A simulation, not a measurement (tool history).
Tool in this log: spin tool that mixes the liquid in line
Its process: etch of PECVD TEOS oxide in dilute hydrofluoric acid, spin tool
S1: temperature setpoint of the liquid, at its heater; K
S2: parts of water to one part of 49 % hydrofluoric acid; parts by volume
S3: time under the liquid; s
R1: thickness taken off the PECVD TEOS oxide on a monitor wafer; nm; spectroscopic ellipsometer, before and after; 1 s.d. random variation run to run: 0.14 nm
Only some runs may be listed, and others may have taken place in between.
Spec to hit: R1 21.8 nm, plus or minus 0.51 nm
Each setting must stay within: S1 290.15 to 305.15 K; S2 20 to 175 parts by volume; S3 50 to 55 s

run	hour	S1	S2	S3	R1
1	0	297.15	95	50	12.447
2	7	298.65	90	50	13.751
3	12	300.15	85	50	15.872
4	13.2	301.15	85	50	16.451
5	17.8	301.15	105	50	13.029
6	26.1	301.15	70	50	20.169
7	32.7	301.65	70	50	20.801
8	41.2	302.15	70	50	21.037

4 candidate next runs follow, results not yet known. Just one meets every target within its allowed miss. Identify it.
A	49.7	303.65	75	50	?
B	49.7	302.65	75	55	?
C	49.7	303.15	85	55	?
D	49.7	300.15	70	50	?

move	R1
A	20.66
B	21.867
C	19.403
D	19.44
A: misses by more than the last run did
B: each result inside its tolerance
C: misses by more than the last run did
D: misses by more than the last run did
Answer: B
